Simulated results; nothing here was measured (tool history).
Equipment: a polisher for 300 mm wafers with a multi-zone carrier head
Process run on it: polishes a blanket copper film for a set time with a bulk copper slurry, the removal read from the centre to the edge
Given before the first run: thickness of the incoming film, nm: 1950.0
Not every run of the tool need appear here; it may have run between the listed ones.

run	day	flow of slurry (ml/min)	pressure of the head's centre zone	pressure of the head's middle zone	pressure of the head's edge zone	abrasive content of the slurry	polishing time (s)	film removed at the wafer's centre (nm)	film removed at mid-radius (nm)	film removed at the wafer's edge (nm)
1	0.000	195	1.00	1.00	1.00	1.00	68	367.44	371.99	364.40
2	0.246	195	1.00	1.00	1.00	1.20	68	382.42	394.87	378.49
3	0.600	195	1.08	1.00	1.00	1.20	68	413.24	376.72	378.03
4	0.958	195	1.08	0.92	1.00	1.20	68	414.63	356.41	384.51
5	1.292	200	1.06	0.91	1.02	1.25	68	409.40	358.28	383.47
6	1.646	190	1.04	0.90	1.04	1.25	70	413.79	370.16	400.63
7	1.838	180	1.03	0.89	1.06	1.25	71	409.66	365.38	407.49

Run 8 is up next; what results do you expect?
8	1.988	175	1.02	0.88	1.08	1.25	72	?	?	?

film removed at the wafer's centre (nm): 411.62
film removed at mid-radius (nm): 364.13
film removed at the wafer's edge (nm): 412.32
